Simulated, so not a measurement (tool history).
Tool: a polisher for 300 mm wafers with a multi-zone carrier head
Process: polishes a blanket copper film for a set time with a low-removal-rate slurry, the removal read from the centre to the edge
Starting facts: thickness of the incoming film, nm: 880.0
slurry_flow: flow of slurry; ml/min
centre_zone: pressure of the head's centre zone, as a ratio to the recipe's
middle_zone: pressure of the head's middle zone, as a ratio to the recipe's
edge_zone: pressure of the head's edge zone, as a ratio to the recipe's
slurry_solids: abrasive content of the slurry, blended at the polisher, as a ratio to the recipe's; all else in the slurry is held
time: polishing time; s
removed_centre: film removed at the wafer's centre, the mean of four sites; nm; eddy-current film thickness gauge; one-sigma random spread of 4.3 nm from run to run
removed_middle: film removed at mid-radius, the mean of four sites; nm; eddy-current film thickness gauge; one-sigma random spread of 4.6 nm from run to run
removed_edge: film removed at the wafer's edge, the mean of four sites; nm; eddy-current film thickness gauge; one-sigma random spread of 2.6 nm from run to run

| run | hour | slurry_flow | centre_zone | middle_zone | edge_zone | slurry_solids | time | removed_centre | removed_middle | removed_edge |
|---|---|---|---|---|---|---|---|---|---|---|
| 1 | 0 | 305 | 1 | 1 | 1 | 1 | 68 | 277.95 | 291.76 | 285.95 |
| 2 | 8.7 | 310 | 1.03 | 0.97 | 1.05 | 1.15 | 71 | 308.74 | 312.16 | 315.4 |
| 3 | 14.5 | 315 | 1.06 | 0.93 | 1.09 | 1.25 | 74 | 335.66 | 315.47 | 339.47 |
| 4 | 20.8 | 320 | 1.08 | 0.92 | 1.12 | 1.35 | 76 | 352.1 | 330.15 | 361.68 |
| 5 | 29.6 | 325 | 1.1 | 0.91 | 1.14 | 1.4 | 77 | 373.75 | 335.17 | 372.35 |
| 6 | 38.3 | 330 | 1.11 | 0.9 | 1.16 | 1.45 | 78 | 387.82 | 327.71 | 384.94 |
| 7 | 40.1 | 330 | 1.11 | 0.9 | 1.16 | 1.45 | 78 | 396.72 | 330.59 | 385.69 |

The next listed run, before its measurement:
| 8 | 45.5 | 335 | 1.1 | 0.91 | 1.17 | 1.45 | 78 | ? | ? | ? |

{"run 8": {"removed_centre": 393.2, "removed_middle": 342.52, "removed_edge": 385.34}}

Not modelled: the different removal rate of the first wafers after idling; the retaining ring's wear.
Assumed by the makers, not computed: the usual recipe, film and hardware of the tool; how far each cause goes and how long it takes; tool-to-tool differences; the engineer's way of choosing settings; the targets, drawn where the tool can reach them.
